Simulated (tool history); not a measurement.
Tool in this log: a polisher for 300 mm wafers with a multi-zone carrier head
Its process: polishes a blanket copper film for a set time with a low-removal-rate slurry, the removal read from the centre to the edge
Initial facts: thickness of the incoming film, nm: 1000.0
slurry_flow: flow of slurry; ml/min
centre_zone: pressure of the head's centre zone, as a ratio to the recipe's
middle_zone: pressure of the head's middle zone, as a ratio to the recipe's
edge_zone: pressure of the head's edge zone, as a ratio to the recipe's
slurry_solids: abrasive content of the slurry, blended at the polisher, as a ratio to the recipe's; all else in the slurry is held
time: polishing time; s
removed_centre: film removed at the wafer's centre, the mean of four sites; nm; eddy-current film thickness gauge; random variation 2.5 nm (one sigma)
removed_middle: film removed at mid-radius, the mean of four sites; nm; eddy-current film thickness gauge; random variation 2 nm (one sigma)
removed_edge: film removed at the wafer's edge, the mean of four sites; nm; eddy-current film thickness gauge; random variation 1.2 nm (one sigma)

run 1 hour=0 | slurry_flow=275 centre_zone=1 middle_zone=1 edge_zone=1 slurry_solids=1 time=67 | removed_centre=262.16 removed_middle=260.47 removed_edge=262.43
run 2 hour=5.9 | slurry_flow=335 centre_zone=1 middle_zone=1 edge_zone=1 slurry_solids=1 time=67 | removed_centre=277.4 removed_middle=264.42 removed_edge=267.97
run 3 hour=13.4 | slurry_flow=330 centre_zone=0.99 middle_zone=0.98 edge_zone=0.97 slurry_solids=0.9 time=63 | removed_centre=249.45 removed_middle=234.28 removed_edge=242.75
run 4 hour=18.2 | slurry_flow=325 centre_zone=0.99 middle_zone=0.98 edge_zone=0.94 slurry_solids=0.8 time=61 | removed_centre=231.25 removed_middle=223.09 removed_edge=229.09
-- hour=22.6 worn pad replaced by a new one
run 5 hour=22.6 | slurry_flow=325 centre_zone=0.99 middle_zone=0.95 edge_zone=0.94 slurry_solids=0.8 time=61 | removed_centre=252.78 removed_middle=245.75 removed_edge=248.28
run 6 hour=24.1 | slurry_flow=325 centre_zone=0.99 middle_zone=0.95 edge_zone=0.94 slurry_solids=1 time=61 | removed_centre=265.82 removed_middle=251.04 removed_edge=257.3

Expected results for the next run?
run 7 hour=30.5 | slurry_flow=335 centre_zone=1.01 middle_zone=0.99 edge_zone=0.98 slurry_solids=0.9 time=60 | removed_centre=? removed_middle=? removed_edge=?

removed_centre: 264.45 nm
removed_middle: 246.03 nm
removed_edge: 254.95 nm
